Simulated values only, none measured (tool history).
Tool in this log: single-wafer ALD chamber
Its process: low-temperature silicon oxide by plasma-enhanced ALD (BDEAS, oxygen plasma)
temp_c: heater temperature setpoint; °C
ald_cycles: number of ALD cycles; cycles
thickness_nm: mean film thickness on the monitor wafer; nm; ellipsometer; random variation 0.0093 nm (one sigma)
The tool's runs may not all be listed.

run  hour  temp_c  ald_cycles  thickness_nm
  1     0     110          21        2.7884
  2   0.7     110          18        2.3885
  3     5     101          18         2.423
  4   6.1     104          17        2.2934
  5     8     104          16         2.156
  6    13     104          18         2.436
  7    15     110          18        2.4017

Run 8 is up next; what results do you expect?
  8    23     122          16             ?

thickness_nm: 2.0889 nm

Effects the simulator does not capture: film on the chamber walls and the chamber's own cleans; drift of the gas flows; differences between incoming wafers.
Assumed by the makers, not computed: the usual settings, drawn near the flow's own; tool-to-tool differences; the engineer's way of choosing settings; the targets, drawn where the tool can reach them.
